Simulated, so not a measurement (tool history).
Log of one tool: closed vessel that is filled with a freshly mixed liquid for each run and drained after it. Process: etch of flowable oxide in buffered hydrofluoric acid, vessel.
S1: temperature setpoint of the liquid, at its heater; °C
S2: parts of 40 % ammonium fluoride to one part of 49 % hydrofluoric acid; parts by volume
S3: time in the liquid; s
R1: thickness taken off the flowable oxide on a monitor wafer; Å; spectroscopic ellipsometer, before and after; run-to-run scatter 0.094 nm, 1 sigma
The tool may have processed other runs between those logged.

{"run": 1, "hour": 0.0, "S1": 23.0, "S2": 17.5, "S3": 35, "R1": 520.59}
{"run": 2, "hour": 9.1, "S1": 24.5, "S2": 17.5, "S3": 35, "R1": 567.44}
{"run": 3, "hour": 10.4, "S1": 24.5, "S2": 17.5, "S3": 30, "R1": 482.94}
{"run": 4, "hour": 19.5, "S1": 24.5, "S2": 22.5, "S3": 30, "R1": 389.79}
{"run": 5, "hour": 20.7, "S1": 23.0, "S2": 22.5, "S3": 30, "R1": 359.81}
{"run": 6, "hour": 27.7, "S1": 23.0, "S2": 22.5, "S3": 30, "R1": 360.64}

Expected results for the next run?
{"run": 7, "hour": 34.2, "S1": 22.0, "S2": 22.5, "S3": 30, "R1": "?"}

{"run 7": {"R1": 339.64}}
